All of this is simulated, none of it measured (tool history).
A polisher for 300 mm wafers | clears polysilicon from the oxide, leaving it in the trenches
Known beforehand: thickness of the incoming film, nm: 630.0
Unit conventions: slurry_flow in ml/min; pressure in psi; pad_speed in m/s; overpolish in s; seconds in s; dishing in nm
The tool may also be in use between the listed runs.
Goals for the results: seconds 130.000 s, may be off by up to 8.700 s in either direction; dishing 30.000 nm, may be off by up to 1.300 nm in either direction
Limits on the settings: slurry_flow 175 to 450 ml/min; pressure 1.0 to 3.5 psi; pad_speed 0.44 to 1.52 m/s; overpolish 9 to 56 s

run	day	slurry_flow	pressure	pad_speed	overpolish	seconds	dishing
1	0.000	290	2.2	0.98	29	48.278	31.725
2	0.238	285	1.9	0.86	29	63.089	31.286
3	0.600	285	1.4	0.86	29	85.430	31.412
4	0.904	285	1.9	0.86	29	63.934	30.856
5	1.162	285	1.7	0.80	29	75.722	31.523
6	1.288	285	1.7	0.80	22	76.266	30.808
7	1.608	280	1.5	0.76	20	87.930	30.481
8	1.838	280	1.4	0.72	19	97.590	30.915
9	2.117	270	1.3	0.70	16	108.950	29.860
10	2.275	270	1.2	0.70	17	115.610	29.861

Which one of the following 4 next-run settings gets every result inside its allowed miss? There is exactly one.
A	2.433	255	1.1	0.60	25	?	?
B	2.433	205	1.0	0.66	20	?	?
C	2.433	200	1.1	0.72	17	?	?
D	2.433	320	1.2	0.54	24	?	?

move	seconds	dishing
A	147.410	30.074
B	148.960	29.040
C	126.690	29.036
D	148.410	29.903
A: takes the biggest miss from the last run beyond its target
B: takes the biggest miss from the last run beyond its target
C: meets every target
D: takes the biggest miss from the last run beyond its target
Go with C: it meets all targets.

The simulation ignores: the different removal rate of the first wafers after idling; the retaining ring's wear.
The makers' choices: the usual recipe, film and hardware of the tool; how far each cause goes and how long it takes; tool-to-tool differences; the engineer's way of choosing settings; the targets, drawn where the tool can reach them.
